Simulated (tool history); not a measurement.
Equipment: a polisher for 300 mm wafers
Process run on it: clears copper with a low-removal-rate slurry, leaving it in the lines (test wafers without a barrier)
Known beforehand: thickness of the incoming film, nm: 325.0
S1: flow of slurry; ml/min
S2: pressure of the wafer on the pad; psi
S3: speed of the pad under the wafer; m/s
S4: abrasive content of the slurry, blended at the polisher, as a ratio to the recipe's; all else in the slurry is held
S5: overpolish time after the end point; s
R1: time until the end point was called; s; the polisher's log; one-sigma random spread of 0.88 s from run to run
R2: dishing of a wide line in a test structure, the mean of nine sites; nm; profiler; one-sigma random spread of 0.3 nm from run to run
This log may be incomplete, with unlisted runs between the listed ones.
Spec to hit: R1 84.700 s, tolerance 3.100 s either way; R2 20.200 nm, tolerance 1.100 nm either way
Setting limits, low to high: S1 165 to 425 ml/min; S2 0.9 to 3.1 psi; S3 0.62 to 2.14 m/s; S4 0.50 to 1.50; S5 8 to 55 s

Run 1, hour 0.0: S1 275 ml/min, S2 2.0 psi, S3 1.38 m/s, S4 1.00, S5 28 s. Result: R1 93.002 s, R2 48.668 nm.
Run 2, hour 2.3: S1 275 ml/min, S2 1.8 psi, S3 1.50 m/s, S4 1.00, S5 25 s. Result: R1 93.517 s, R2 44.309 nm.
Run 3, hour 8.6: S1 275 ml/min, S2 1.8 psi, S3 1.50 m/s, S4 0.85, S5 25 s. Result: R1 99.651 s, R2 42.628 nm.
Run 4, hour 16.0: S1 280 ml/min, S2 1.6 psi, S3 1.60 m/s, S4 0.85, S5 22 s. Result: R1 103.850 s, R2 37.099 nm.
Run 5, hour 23.1: S1 305 ml/min, S2 1.5 psi, S3 1.70 m/s, S4 0.90, S5 20 s. Result: R1 104.050 s, R2 36.007 nm.
Run 6, hour 30.4: S1 305 ml/min, S2 1.5 psi, S3 1.70 m/s, S4 1.00, S5 20 s. Result: R1 98.338 s, R2 36.267 nm.
Run 7, hour 31.3: S1 280 ml/min, S2 1.4 psi, S3 1.76 m/s, S4 1.10, S5 18 s. Result: R1 99.498 s, R2 33.982 nm.
Run 8, hour 38.2: S1 280 ml/min, S2 1.4 psi, S3 1.76 m/s, S4 1.10, S5 18 s. Result: R1 98.920 s, R2 34.141 nm.
Run 9, hour 45.9: S1 260 ml/min, S2 1.3 psi, S3 1.82 m/s, S4 1.15, S5 16 s. Result: R1 101.240 s, R2 30.605 nm.
Run 10, hour 53.3: S1 245 ml/min, S2 1.3 psi, S3 1.88 m/s, S4 1.20, S5 15 s. Result: R1 98.892 s, R2 29.087 nm.
Run 11, hour 61.8: S1 170 ml/min, S2 1.2 psi, S3 2.14 m/s, S4 1.45, S5 8 s. Result: R1 91.925 s, R2 18.952 nm.
Run 12, hour 64.2: S1 170 ml/min, S2 1.2 psi, S3 2.14 m/s, S4 1.45, S5 8 s. Result: R1 89.745 s, R2 18.344 nm.
Run 13, hour 65.2: S1 175 ml/min, S2 1.2 psi, S3 2.14 m/s, S4 1.45, S5 8 s. Result: R1 89.367 s, R2 18.582 nm.
Run 14, hour 73.0: S1 180 ml/min, S2 1.2 psi, S3 2.14 m/s, S4 1.45, S5 8 s. Result: R1 88.757 s, R2 18.827 nm.
Run 15, hour 79.6: S1 185 ml/min, S2 1.2 psi, S3 2.14 m/s, S4 1.45, S5 8 s. Result: R1 89.867 s, R2 18.186 nm.
Run 16, hour 84.4: S1 185 ml/min, S2 1.2 psi, S3 2.14 m/s, S4 1.45, S5 8 s. Result: R1 89.601 s, R2 18.654 nm.
Run 17, hour 87.0: S1 190 ml/min, S2 1.2 psi, S3 2.14 m/s, S4 1.45, S5 8 s. Result: R1 89.793 s, R2 19.099 nm.
Run 18, hour 91.0: S1 195 ml/min, S2 1.2 psi, S3 2.14 m/s, S4 1.45, S5 8 s. Result: R1 88.615 s, R2 18.736 nm.
Run 19, hour 97.2: S1 200 ml/min, S2 1.2 psi, S3 2.14 m/s, S4 1.45, S5 8 s. Result: R1 89.965 s, R2 19.231 nm.

Pick the move, out of 5, that brings all results within their allowed miss; only one does.
Run A, hour 103.4: S1 165 ml/min, S2 1.1 psi, S3 2.14 m/s, S4 1.40, S5 8 s. Result: R1 ?, R2 ?.
Run B, hour 103.4: S1 165 ml/min, S2 1.2 psi, S3 2.14 m/s, S4 1.30, S5 8 s. Result: R1 ?, R2 ?.
Run C, hour 103.4: S1 185 ml/min, S2 1.5 psi, S3 1.88 m/s, S4 1.50, S5 8 s. Result: R1 ?, R2 ?.
Run D, hour 103.4: S1 200 ml/min, S2 1.2 psi, S3 2.02 m/s, S4 1.50, S5 8 s. Result: R1 ?, R2 ?.
Run E, hour 103.4: S1 205 ml/min, S2 1.2 psi, S3 2.02 m/s, S4 1.50, S5 8 s. Result: R1 ?, R2 ?.

move      R1      R2
   A  96.838  16.986
   B  92.690  17.693
   C  82.541  19.698
   D  91.892  17.827
   E  91.709  17.858
A: moves away from the targets compared with the last run
B: moves away from the targets compared with the last run
C: every result lands within tolerance
D: moves away from the targets compared with the last run
E: moves away from the targets compared with the last run
The right move is C.
